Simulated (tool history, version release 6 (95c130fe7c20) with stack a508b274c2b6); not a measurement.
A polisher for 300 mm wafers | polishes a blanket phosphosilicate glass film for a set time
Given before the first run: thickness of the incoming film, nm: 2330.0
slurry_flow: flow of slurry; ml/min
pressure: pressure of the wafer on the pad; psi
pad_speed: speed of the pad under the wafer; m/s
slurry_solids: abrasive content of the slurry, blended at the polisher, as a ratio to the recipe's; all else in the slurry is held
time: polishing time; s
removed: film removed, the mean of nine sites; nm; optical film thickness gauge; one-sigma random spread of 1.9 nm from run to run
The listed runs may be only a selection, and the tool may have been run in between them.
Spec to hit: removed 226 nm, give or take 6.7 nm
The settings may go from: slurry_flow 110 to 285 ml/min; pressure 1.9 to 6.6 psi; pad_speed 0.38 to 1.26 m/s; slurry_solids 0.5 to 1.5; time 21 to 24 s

run    day  slurry_flow  pressure  pad_speed  slurry_solids  time  removed
  1      0          180       4.2       0.82              1    24   190.01
  2  0.221          180       4.2       0.82            0.8    24   163.29
  3  0.408          185       4.3       0.82            0.8    24   166.72
  4  0.625          185       4.4       0.82            0.8    24   171.71
  5  0.988          185       4.5       0.82            0.8    24   175.44
  6  1.079          185       4.5       0.82            0.6    24   137.26
  7  1.404          190       4.7       0.82            0.6    24   141.54
  8   1.55          190       4.9       0.84            0.6    24   150.12
  9  1.779          190       5.1       0.86            0.6    24   157.69
 10  2.067          190       5.3       0.88            0.6    24   165.44
 11  2.317          190       5.4        0.9            0.6    24   172.18
 12  2.688          190       5.5        0.9            0.6    24   173.99
 13  2.904          190       5.6        0.9            0.6    24   176.04
 14  3.033          220       6.6        0.9            0.6    24   206.64
 15  3.404          220       6.6        0.9            0.6    24   206.95
 16  3.433          220       6.6       0.96            0.6    24      213

Which one of the following 5 next-run settings gets every result inside its allowed miss? There is exactly one.
  A  3.462          200       6.6       0.86            0.6    24        ?
  B  3.462          215       6.1       0.88            0.9    22        ?
  C  3.462          215       6.6       0.86            0.7    21        ?
  D  3.462          235       6.2       1.12            0.6    23        ?
  E  3.462          220       6.1        1.2            0.6    21        ?

move  removed
   A    196.5
   B   238.17
   C   198.88
   D   223.36
   E   211.05
A: its largest miss is bigger than the last run's
B: moves the result that the last run missed by most past its target, out the other side
C: its largest miss is bigger than the last run's
D: every result within its allowed miss
E: its largest miss is bigger than the last run's
Go with D: it meets all targets.
